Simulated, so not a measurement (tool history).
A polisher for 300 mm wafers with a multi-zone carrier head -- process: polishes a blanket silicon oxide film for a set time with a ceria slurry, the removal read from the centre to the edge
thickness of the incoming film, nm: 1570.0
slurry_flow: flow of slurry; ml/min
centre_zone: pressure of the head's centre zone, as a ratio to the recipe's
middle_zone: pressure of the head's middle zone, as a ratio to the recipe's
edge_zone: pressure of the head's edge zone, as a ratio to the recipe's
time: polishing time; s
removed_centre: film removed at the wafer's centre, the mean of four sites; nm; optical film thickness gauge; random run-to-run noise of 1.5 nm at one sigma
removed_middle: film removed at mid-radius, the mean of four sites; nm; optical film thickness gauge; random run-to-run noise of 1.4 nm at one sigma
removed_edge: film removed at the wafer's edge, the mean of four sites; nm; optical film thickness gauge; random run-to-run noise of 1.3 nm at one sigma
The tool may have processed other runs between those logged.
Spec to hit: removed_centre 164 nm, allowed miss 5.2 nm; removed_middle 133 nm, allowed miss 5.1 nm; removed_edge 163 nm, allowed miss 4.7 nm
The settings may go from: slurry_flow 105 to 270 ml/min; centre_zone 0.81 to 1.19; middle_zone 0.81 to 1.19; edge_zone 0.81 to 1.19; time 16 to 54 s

| run | hour | slurry_flow | centre_zone | middle_zone | edge_zone | time | removed_centre | removed_middle | removed_edge |
|---|---|---|---|---|---|---|---|---|---|
| 1 | 0 | 175 | 1 | 1 | 1 | 35 | 163.45 | 169.08 | 166.12 |
| 2 | 8.4 | 165 | 1.01 | 0.96 | 1.01 | 35 | 164.42 | 162.38 | 168.44 |
| 3 | 11.3 | 165 | 1.01 | 0.88 | 1.01 | 35 | 161.38 | 148.19 | 169.65 |
| 4 | 12.6 | 200 | 1.01 | 0.88 | 1.01 | 35 | 169.8 | 154.02 | 171.29 |
| 5 | 13.3 | 200 | 1.01 | 0.97 | 1.01 | 35 | 169.42 | 166.22 | 173.07 |
| 6 | 17.6 | 195 | 1.02 | 0.94 | 1.01 | 35 | 172.2 | 163.42 | 171.57 |
| 7 | 22.6 | 185 | 1.03 | 0.92 | 1.01 | 35 | 169.8 | 157.32 | 172.23 |
| 8 | 24 | 180 | 1.04 | 0.9 | 1 | 35 | 169.69 | 155.51 | 168.8 |
| 9 | 31.5 | 175 | 1.05 | 0.88 | 1.01 | 35 | 174.61 | 153.85 | 168.74 |
| 10 | 38.2 | 170 | 1.05 | 0.87 | 1.03 | 35 | 169.75 | 150.6 | 171.58 |
| 11 | 45 | 165 | 1.06 | 0.86 | 1.04 | 35 | 167.6 | 148.54 | 172.21 |
| 12 | 47.9 | 165 | 1.07 | 0.85 | 1.04 | 35 | 171.65 | 148.54 | 170.51 |
| 13 | 48.8 | 165 | 1.08 | 0.84 | 1.05 | 35 | 172.6 | 144.84 | 171.38 |
| 14 | 57.7 | 160 | 1.08 | 0.83 | 1.05 | 35 | 172.75 | 141.11 | 171.39 |
| 15 | 66.6 | 155 | 1.08 | 0.83 | 1.04 | 35 | 172.87 | 140.14 | 167.08 |
| 16 | 71.6 | 150 | 1.08 | 0.83 | 1.04 | 35 | 169.78 | 139.74 | 167.95 |
| 17 | 77.7 | 145 | 1.08 | 0.83 | 1.04 | 35 | 167.89 | 136.73 | 168.19 |
| 18 | 85.2 | 145 | 1.08 | 0.83 | 1.03 | 35 | 165.8 | 138.73 | 163.75 |

Consider the 5 candidate settings below. Which is the only one whose results all fall within their allowed miss of target?
| A | 92.7 | 135 | 1.14 | 0.88 | 1.13 | 33 | ? | ? | ? |
| B | 92.7 | 165 | 1.15 | 0.81 | 1.05 | 33 | ? | ? | ? |
| C | 92.7 | 160 | 1.12 | 0.97 | 1.07 | 32 | ? | ? | ? |
| D | 92.7 | 155 | 1.1 | 0.96 | 1.03 | 34 | ? | ? | ? |
| E | 92.7 | 125 | 1.15 | 0.81 | 1.16 | 33 | ? | ? | ? |

| move | removed_centre | removed_middle | removed_edge |
|---|---|---|---|
| A | 165.53 | 134.2 | 161.67 |
| B | 175.36 | 131 | 161.57 |
| C | 164.64 | 146.59 | 156.95 |
| D | 170.53 | 153.43 | 163.26 |
| E | 163.19 | 122.91 | 161.52 |
A: in spec on every target
B: the furthest-off result lands on target, but another misses its tolerance
C: the biggest miss grows against the last run
D: the biggest miss grows against the last run
E: moves the result that the last run missed by most past its target, out the other side
Answer: A
